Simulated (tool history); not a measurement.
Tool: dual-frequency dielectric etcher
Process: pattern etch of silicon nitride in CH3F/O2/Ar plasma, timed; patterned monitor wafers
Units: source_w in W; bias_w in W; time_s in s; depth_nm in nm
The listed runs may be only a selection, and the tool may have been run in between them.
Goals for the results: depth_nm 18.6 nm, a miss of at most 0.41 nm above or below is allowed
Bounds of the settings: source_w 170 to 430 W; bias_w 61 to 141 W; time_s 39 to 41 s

run,hour,source_w,bias_w,time_s,depth_nm
1,0,300,101,39,27.583
2,3.8,300,101,41,28.984
3,5.2,300,101,39,27.466
4,11.6,290,97,39,26.648
5,19.9,280,93,39,25.708
6,24.2,280,76,39,22.377
7,32.6,270,75,39,21.937
8,36.2,260,74,39,21.165
9,44.5,250,74,39,21.009
10,49.7,190,61,39,16.025
11,51.8,200,61,39,16.391

Which single option among these 5 for the next run brings every result within its allowed miss of target? Just one does.
A,53.9,230,66,41,?
B,53.9,270,62,40,?
C,53.9,240,63,41,?
D,53.9,250,67,40,?
E,53.9,210,65,41,?

move,depth_nm
A,19.614
B,19.589
C,19.29
D,20.082
E,18.609
A: takes the result that was furthest off past its target
B: takes the result that was furthest off past its target
C: takes the result that was furthest off past its target
D: takes the result that was furthest off past its target
E: every result lands within tolerance
Move E is the one to make.
